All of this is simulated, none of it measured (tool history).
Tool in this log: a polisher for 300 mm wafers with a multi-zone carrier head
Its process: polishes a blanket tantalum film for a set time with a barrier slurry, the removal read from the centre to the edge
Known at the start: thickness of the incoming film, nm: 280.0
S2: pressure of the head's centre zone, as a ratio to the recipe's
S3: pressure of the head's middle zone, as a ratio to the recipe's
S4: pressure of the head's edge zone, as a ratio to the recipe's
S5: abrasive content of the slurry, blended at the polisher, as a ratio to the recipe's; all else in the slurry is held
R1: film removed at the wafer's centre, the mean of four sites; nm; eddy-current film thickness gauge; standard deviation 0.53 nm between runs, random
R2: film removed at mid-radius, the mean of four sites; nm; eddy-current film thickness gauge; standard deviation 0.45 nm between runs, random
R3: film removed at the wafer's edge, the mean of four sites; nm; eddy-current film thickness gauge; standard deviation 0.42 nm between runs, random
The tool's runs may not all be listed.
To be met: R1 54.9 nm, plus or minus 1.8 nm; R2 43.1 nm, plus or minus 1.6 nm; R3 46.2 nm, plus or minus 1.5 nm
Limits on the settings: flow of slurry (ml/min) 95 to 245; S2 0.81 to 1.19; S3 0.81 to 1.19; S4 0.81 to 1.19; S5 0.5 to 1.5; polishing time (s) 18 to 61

run 1 hour=0 | flow_of_slurry_(ml/min)=155 S2=1 S3=1 S4=1 S5=1 polishing_time_(s)=39 | R1=79.525 R2=75.113 R3=76.059
run 2 hour=7.4 | flow_of_slurry_(ml/min)=155 S2=1 S3=1 S4=1 S5=1 polishing_time_(s)=32 | R1=64.296 R2=61.441 R3=61.319
run 3 hour=8.8 | flow_of_slurry_(ml/min)=155 S2=1 S3=1 S4=1 S5=1.15 polishing_time_(s)=32 | R1=66.295 R2=63.115 R3=64.771
run 4 hour=17.7 | flow_of_slurry_(ml/min)=155 S2=1 S3=1 S4=1.09 S5=1.15 polishing_time_(s)=32 | R1=67.136 R2=63.9 R3=65.533
run 5 hour=20.2 | flow_of_slurry_(ml/min)=155 S2=1 S3=1 S4=1.09 S5=1.15 polishing_time_(s)=23 | R1=47.839 R2=45.111 R3=47.735
run 6 hour=22.7 | flow_of_slurry_(ml/min)=155 S2=0.94 S3=1 S4=1.09 S5=1.15 polishing_time_(s)=23 | R1=45.233 R2=45.559 R3=47.82
run 7 hour=25.1 | flow_of_slurry_(ml/min)=170 S2=1 S3=0.98 S4=1.08 S5=1.05 polishing_time_(s)=23 | R1=47.148 R2=44.503 R3=47.166
-- hour=27.4 centre zone pressure recalibrated
run 8 hour=27.4 | flow_of_slurry_(ml/min)=175 S2=1.05 S3=0.97 S4=1.07 S5=1 polishing_time_(s)=23 | R1=47.091 R2=43.342 R3=45.739
run 9 hour=28.9 | flow_of_slurry_(ml/min)=170 S2=1.09 S3=0.96 S4=1.03 S5=1.05 polishing_time_(s)=23 | R1=49.453 R2=43.865 R3=45.769
run 10 hour=33 | flow_of_slurry_(ml/min)=170 S2=1.12 S3=0.94 S4=1.01 S5=1.1 polishing_time_(s)=23 | R1=50.708 R2=43.32 R3=45.899
run 11 hour=41.5 | flow_of_slurry_(ml/min)=170 S2=1.12 S3=0.94 S4=1.01 S5=1.1 polishing_time_(s)=23 | R1=50.898 R2=42.357 R3=45.956

Below are 4 possible settings for the next run. Only one of them brings all results inside the allowed miss of their targets. Which is it?
run A hour=50 | flow_of_slurry_(ml/min)=245 S2=0.95 S3=0.91 S4=1.13 S5=1.1 polishing_time_(s)=22 | R1=? R2=? R3=?
run B hour=50 | flow_of_slurry_(ml/min)=150 S2=1.19 S3=0.94 S4=1 S5=1.25 polishing_time_(s)=23 | R1=? R2=? R3=?
run C hour=50 | flow_of_slurry_(ml/min)=160 S2=1.19 S3=0.94 S4=0.85 S5=1.2 polishing_time_(s)=23 | R1=? R2=? R3=?
run D hour=50 | flow_of_slurry_(ml/min)=175 S2=1.18 S3=1.01 S4=0.95 S5=1.05 polishing_time_(s)=24 | R1=? R2=? R3=?

move=A R1=44.163 R2=42.221 R3=47.482
move=B R1=54.616 R2=43.737 R3=46.354
move=C R1=54.707 R2=43.765 R3=43.509
move=D R1=55.684 R2=47.597 R3=46.217
A: its largest miss is bigger than the last run's
B: in spec on every target
C: brings the result that was furthest off to its target, and leaves another outside
D: brings the result that was furthest off to its target, and leaves another outside
Correct choice: B, which meets every target
